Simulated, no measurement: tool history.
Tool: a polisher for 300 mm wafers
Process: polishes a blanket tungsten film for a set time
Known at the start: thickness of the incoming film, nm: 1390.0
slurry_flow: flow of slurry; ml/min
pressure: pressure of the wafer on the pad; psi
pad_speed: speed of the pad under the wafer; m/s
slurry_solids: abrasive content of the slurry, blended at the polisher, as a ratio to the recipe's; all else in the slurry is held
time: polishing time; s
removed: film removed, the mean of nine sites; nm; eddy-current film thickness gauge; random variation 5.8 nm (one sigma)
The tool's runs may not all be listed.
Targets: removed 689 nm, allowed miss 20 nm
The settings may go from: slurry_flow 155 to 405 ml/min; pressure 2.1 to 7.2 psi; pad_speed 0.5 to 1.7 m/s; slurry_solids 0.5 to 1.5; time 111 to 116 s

{"run": 1, "hour": 0.0, "slurry_flow": 260, "pressure": 4.6, "pad_speed": 1.1, "slurry_solids": 1, "time": 111, "removed": 812.85}
{"run": 2, "hour": 4.4, "slurry_flow": 260, "pressure": 5.1, "pad_speed": 1.1, "slurry_solids": 1, "time": 111, "removed": 879.5}
{"run": 3, "hour": 12.4, "slurry_flow": 260, "pressure": 4.8, "pad_speed": 1.1, "slurry_solids": 1, "time": 111, "removed": 826.69}
{"run": 4, "hour": 20.5, "slurry_flow": 260, "pressure": 4.6, "pad_speed": 1.1, "slurry_solids": 1, "time": 111, "removed": 811.97}
{"run": 5, "hour": 25.1, "slurry_flow": 260, "pressure": 4.6, "pad_speed": 1.32, "slurry_solids": 1, "time": 111, "removed": 883.95}
{"run": 6, "hour": 27.2, "slurry_flow": 260, "pressure": 4.4, "pad_speed": 1.32, "slurry_solids": 1, "time": 111, "removed": 861.28}
{"run": 7, "hour": 33.2, "slurry_flow": 260, "pressure": 4.2, "pad_speed": 1.32, "slurry_solids": 1, "time": 111, "removed": 831.61}
{"run": 8, "hour": 36.7, "slurry_flow": 260, "pressure": 4, "pad_speed": 1.32, "slurry_solids": 1, "time": 111, "removed": 774.8}

4 next moves are on the table. One of them brings every result within its allowed miss. Which?
{"run": "A", "hour": 40.2, "slurry_flow": 240, "pressure": 3.2, "pad_speed": 1.36, "slurry_solids": 0.95, "time": 111, "removed": "?"}
{"run": "B", "hour": 40.2, "slurry_flow": 305, "pressure": 3.6, "pad_speed": 1.3, "slurry_solids": 0.8, "time": 116, "removed": "?"}
{"run": "C", "hour": 40.2, "slurry_flow": 250, "pressure": 4.7, "pad_speed": 1.12, "slurry_solids": 0.8, "time": 111, "removed": "?"}
{"run": "D", "hour": 40.2, "slurry_flow": 285, "pressure": 4.3, "pad_speed": 1.12, "slurry_solids": 0.95, "time": 111, "removed": "?"}

move=A removed=640.14
move=B removed=703.08
move=C removed=778.42
move=D removed=766.51
A: takes the result that was furthest off past its target
B: meets every target
C: as far off as the last run
D: nearer than the last run, and not there yet
The right move is B.

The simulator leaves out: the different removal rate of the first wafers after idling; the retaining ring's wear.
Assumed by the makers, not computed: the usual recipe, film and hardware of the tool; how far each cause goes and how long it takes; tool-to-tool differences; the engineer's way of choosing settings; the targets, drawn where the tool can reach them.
